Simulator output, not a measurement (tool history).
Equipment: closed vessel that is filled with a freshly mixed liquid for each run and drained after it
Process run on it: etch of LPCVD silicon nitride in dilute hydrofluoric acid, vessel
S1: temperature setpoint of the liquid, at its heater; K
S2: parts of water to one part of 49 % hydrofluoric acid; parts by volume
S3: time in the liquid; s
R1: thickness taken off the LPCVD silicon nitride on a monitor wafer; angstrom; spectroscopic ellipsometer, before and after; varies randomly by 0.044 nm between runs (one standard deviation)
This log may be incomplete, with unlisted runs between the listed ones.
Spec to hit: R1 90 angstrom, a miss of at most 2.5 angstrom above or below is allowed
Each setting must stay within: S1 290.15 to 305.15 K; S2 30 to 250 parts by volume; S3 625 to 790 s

{"run": 1, "hour": 0.0, "S1": 297.15, "S2": 140, "S3": 790, "R1": 27.708}
{"run": 2, "hour": 6.5, "S1": 299.65, "S2": 115, "S3": 790, "R1": 39.818}
{"run": 3, "hour": 10.9, "S1": 299.65, "S2": 145, "S3": 790, "R1": 31.302}
{"run": 4, "hour": 15.0, "S1": 302.65, "S2": 145, "S3": 790, "R1": 37.828}
{"run": 5, "hour": 22.7, "S1": 302.65, "S2": 145, "S3": 625, "R1": 29.703}
{"run": 6, "hour": 24.7, "S1": 302.65, "S2": 145, "S3": 790, "R1": 37.639}
{"run": 7, "hour": 30.7, "S1": 303.15, "S2": 120, "S3": 790, "R1": 47.11}
{"run": 8, "hour": 33.5, "S1": 303.65, "S2": 100, "S3": 790, "R1": 58.318}
{"run": 9, "hour": 40.0, "S1": 304.15, "S2": 90, "S3": 790, "R1": 66.923}
{"run": 10, "hour": 43.3, "S1": 305.15, "S2": 55, "S3": 790, "R1": 116.97}

Which one of the following 5 next-run settings gets every result inside its allowed miss? There is exactly one.
{"run": "A", "hour": 46.6, "S1": 304.15, "S2": 60, "S3": 715, "R1": "?"}
{"run": "B", "hour": 46.6, "S1": 304.65, "S2": 70, "S3": 710, "R1": "?"}
{"run": "C", "hour": 46.6, "S1": 305.15, "S2": 65, "S3": 760, "R1": "?"}
{"run": "D", "hour": 46.6, "S1": 303.65, "S2": 55, "S3": 715, "R1": "?"}
{"run": "E", "hour": 46.6, "S1": 304.15, "S2": 65, "S3": 730, "R1": "?"}

move=A R1=90.774
move=B R1=79.763
move=C R1=94.897
move=D R1=95.868
move=E R1=85.568
A: all results in spec
B: moves the result that the last run missed by most past its target, out the other side
C: an improvement on the last run, though not all results are within tolerance
D: an improvement on the last run, though not all results are within tolerance
E: moves the result that the last run missed by most past its target, out the other side
A meets every target.
